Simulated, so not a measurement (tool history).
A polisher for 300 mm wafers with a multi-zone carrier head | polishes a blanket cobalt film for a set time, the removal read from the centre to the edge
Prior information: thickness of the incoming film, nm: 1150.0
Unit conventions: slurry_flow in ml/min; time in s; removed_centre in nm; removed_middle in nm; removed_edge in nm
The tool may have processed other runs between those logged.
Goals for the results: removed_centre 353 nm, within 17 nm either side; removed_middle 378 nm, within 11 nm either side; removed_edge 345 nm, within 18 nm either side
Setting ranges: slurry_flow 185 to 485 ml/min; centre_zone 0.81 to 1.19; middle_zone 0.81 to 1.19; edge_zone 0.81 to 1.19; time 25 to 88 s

run	hour	slurry_flow	centre_zone	middle_zone	edge_zone	time	removed_centre	removed_middle	removed_edge
1	0	310	1	1	1	56	455.54	460.13	446.25
2	8.7	310	0.98	1	0.97	53	412.03	429.46	421.24
3	15.6	310	0.99	1.01	0.94	51	411.63	420.48	407.62
4	19.6	310	0.99	1.01	0.88	51	411.04	420.67	385.94
5	21.6	305	0.97	1	0.86	50	383.22	410.47	375.12
6	23.9	305	0.97	1	0.95	50	401.59	402.16	385.66
7	31.4	295	0.94	1	0.93	50	382.53	404.81	381.65
8	31.9	285	0.93	0.99	0.91	50	366.95	401.29	380.39
9	40.7	290	0.94	0.99	0.89	49	366.92	390.55	368.61
# hour 44.2: slurry nozzle cleaned
10	44.2	285	0.94	0.99	0.87	49	368.55	404.33	360.93
11	44.8	285	0.94	0.97	0.87	49	383.05	395.58	374.41

Exercise: of the 4 proposed moves below, exactly one satisfies all targets within the stated allowed misses. Which move is it?
A	45.4	250	1.15	1	0.81	47	?	?	?
B	45.4	185	0.97	1.08	0.81	49	?	?	?
C	45.4	305	0.94	0.98	0.85	46	?	?	?
D	45.4	265	0.88	0.84	1	53	?	?	?

move	removed_centre	removed_middle	removed_edge
A	426.43	379.88	334.03
B	356.63	402.54	336.62
C	349.08	374.71	339.69
D	369.71	378.72	417.94
A: the biggest miss grows against the last run
B: corrects the largest miss of the last run, while another result sits out of spec
C: every result lands within tolerance
D: corrects the largest miss of the last run, while another result sits out of spec
C meets every target.
